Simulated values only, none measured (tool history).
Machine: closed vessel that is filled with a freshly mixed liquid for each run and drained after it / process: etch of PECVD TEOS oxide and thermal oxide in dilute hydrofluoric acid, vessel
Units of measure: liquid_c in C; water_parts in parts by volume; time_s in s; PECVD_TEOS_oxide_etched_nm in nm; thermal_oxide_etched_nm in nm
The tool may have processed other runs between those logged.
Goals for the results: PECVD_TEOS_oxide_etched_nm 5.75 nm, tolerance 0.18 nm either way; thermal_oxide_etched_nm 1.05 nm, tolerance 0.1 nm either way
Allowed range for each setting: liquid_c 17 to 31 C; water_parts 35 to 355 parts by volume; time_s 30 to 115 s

run,hour,liquid_c,water_parts,time_s,PECVD_TEOS_oxide_etched_nm,thermal_oxide_etched_nm
1,0,23,195,60,7.4417,1.3804
2,1.9,23,130,60,12.135,2.2787
3,8.2,23,130,50,9.9838,1.7826
4,11.6,21.5,140,50,8.7755,1.6113
5,20.6,18,140,50,7.5683,1.3894
6,23.3,17,140,50,7.2934,1.3358
7,26.2,17,150,50,6.6236,1.1836
8,30.6,17,155,50,6.3967,1.1453
9,34.2,17,160,50,6.185,1.09
10,35.7,17,165,50,5.9677,1.1182

Which one of the following 5 next-run settings gets every result inside its allowed miss? There is exactly one.
A,37.2,19.5,250,80,?,?
B,37.2,17,155,45,?,?
C,37.2,18,245,80,?,?
D,37.2,17,155,50,?,?
E,37.2,17,115,35,?,?

move,PECVD_TEOS_oxide_etched_nm,thermal_oxide_etched_nm
A,6.4353,1.2435
B,5.7871,1.1183
C,6.2299,1.2039
D,6.4301,1.2425
E,6.3115,1.2196
A: moves away from the targets compared with the last run
B: meets every target
C: moves away from the targets compared with the last run
D: moves away from the targets compared with the last run
E: moves away from the targets compared with the last run
So the answer is move B, the one that meets all the targets.
